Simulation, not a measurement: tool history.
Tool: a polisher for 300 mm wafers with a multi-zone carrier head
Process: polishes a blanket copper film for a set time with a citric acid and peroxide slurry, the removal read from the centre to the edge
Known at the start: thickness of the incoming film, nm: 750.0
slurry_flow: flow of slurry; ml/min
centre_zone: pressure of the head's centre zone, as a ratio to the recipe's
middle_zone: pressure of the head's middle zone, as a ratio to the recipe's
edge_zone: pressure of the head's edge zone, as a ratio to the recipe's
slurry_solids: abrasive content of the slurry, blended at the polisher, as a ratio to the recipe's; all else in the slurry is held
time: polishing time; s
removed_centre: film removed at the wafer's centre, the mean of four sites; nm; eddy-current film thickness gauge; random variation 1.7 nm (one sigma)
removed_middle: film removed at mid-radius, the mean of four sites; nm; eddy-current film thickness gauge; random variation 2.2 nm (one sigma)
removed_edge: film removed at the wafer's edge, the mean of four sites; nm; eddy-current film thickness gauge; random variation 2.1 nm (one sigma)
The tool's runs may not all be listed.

run  hour  slurry_flow  centre_zone  middle_zone  edge_zone  slurry_solids  time  removed_centre  removed_middle  removed_edge
  1   0.0          240         1.00         1.00       1.00           1.00    67          145.32          146.39        144.86
  2   1.3          245         1.01         1.01       1.04           1.10    68          152.85          153.12        154.48
  3   3.9          255         1.02         1.02       1.07           1.15    68          155.99          154.93        157.79
  4  10.9          260         1.03         1.03       1.09           1.20    68          159.05          161.07        162.76
  5  14.6          265         1.04         1.03       1.11           1.25    68          163.81          159.76        166.25
  6  22.0          270         1.04         1.04       1.12           1.25    68          161.63          161.52        170.13
  7  28.7          275         1.05         1.05       1.12           1.25    68          166.83          165.39        168.99

Forecast run 8:
  8  37.4          280         1.05         1.05       1.13           1.25    68               ?               ?             ?

Run 8 gave removed_centre 163.08 nm, removed_middle 165.61 nm, removed_edge 168.71 nm.

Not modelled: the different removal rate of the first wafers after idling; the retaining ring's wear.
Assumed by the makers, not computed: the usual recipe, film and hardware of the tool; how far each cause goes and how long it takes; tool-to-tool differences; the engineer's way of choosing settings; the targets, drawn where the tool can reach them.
